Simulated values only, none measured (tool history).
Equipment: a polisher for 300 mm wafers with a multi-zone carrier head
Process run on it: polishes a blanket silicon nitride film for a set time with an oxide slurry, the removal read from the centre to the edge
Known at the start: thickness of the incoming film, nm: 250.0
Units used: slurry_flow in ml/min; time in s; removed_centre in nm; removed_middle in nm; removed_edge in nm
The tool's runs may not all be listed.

Run 1, hour 0: slurry_flow 190 ml/min, centre_zone 1, middle_zone 1, edge_zone 1, slurry_solids 1, time 37 s. Result: removed_centre 18.742 nm, removed_middle 18.639 nm, removed_edge 19.473 nm.
Run 2, hour 7.6: slurry_flow 235 ml/min, centre_zone 1, middle_zone 1, edge_zone 1, slurry_solids 1, time 37 s. Result: removed_centre 19.453 nm, removed_middle 19.189 nm, removed_edge 20.006 nm.
Run 3, hour 8.7: slurry_flow 230 ml/min, centre_zone 1.02, middle_zone 0.99, edge_zone 0.95, slurry_solids 0.85, time 36 s. Result: removed_centre 17.895 nm, removed_middle 17.448 nm, removed_edge 17.712 nm.
Run 4, hour 15.5: slurry_flow 220 ml/min, centre_zone 1.04, middle_zone 0.97, edge_zone 0.91, slurry_solids 0.75, time 35 s. Result: removed_centre 16.644 nm, removed_middle 16.324 nm, removed_edge 16.047 nm.
Run 5, hour 19.8: slurry_flow 220 ml/min, centre_zone 1.04, middle_zone 1.02, edge_zone 0.91, slurry_solids 0.75, time 35 s. Result: removed_centre 16.726 nm, removed_middle 16.497 nm, removed_edge 15.653 nm.
Run 6, hour 21.3: slurry_flow 220 ml/min, centre_zone 1.04, middle_zone 1.02, edge_zone 0.86, slurry_solids 0.75, time 35 s. Result: removed_centre 16.735 nm, removed_middle 16.535 nm, removed_edge 15.488 nm.
Run 7, hour 29.1: slurry_flow 205 ml/min, centre_zone 1.06, middle_zone 0.98, edge_zone 0.85, slurry_solids 0.7, time 35 s. Result: removed_centre 16.29 nm, removed_middle 15.594 nm, removed_edge 14.805 nm.

Run 8 is up next; what results do you expect?
Run 8, hour 33.5: slurry_flow 155 ml/min, centre_zone 1.09, middle_zone 0.88, edge_zone 0.81, slurry_solids 0.55, time 35 s. Result: removed_centre ?, removed_middle ?, removed_edge ?.

Run 8 came out at removed_centre 14.216 nm, removed_middle 12.33 nm, removed_edge 12.714 nm.
